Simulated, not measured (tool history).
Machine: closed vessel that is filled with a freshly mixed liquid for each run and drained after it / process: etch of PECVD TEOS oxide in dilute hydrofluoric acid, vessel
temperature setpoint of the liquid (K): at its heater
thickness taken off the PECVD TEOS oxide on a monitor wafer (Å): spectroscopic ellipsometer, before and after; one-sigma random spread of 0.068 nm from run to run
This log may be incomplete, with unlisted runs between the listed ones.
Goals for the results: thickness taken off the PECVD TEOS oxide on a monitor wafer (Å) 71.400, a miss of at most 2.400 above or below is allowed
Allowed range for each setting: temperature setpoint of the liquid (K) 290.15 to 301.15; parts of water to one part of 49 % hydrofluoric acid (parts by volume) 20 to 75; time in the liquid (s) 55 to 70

run	hour	temperature setpoint of the liquid (K)	parts of water to one part of 49 % hydrofluoric acid (parts by volume)	time in the liquid (s)	thickness taken off the PECVD TEOS oxide on a monitor wafer (Å)
1	0.0	293.15	45	70	122.880
2	4.3	293.15	45	55	93.786
3	12.0	292.15	45	55	90.973
4	21.0	291.65	45	55	90.953
5	30.2	291.15	45	55	88.460
6	34.1	291.15	35	55	116.440
7	35.5	290.65	40	55	95.429
# hour 37.6: thermometer replaced
8	37.6	290.65	40	55	92.175

Next run, 4 choices. One meets every target within its allowed miss, the rest don't. Which?
A	39.7	290.15	45	55	?
B	39.7	290.65	55	65	?
C	39.7	290.15	50	55	?
D	39.7	290.15	50	60	?

move	thickness taken off the PECVD TEOS oxide on a monitor wafer (Å)
A	78.234
B	76.445
C	70.019
D	76.384
A: an improvement on the last run, though not all results are within tolerance
B: an improvement on the last run, though not all results are within tolerance
C: all results land within tolerance of their targets
D: an improvement on the last run, though not all results are within tolerance
C meets every target.
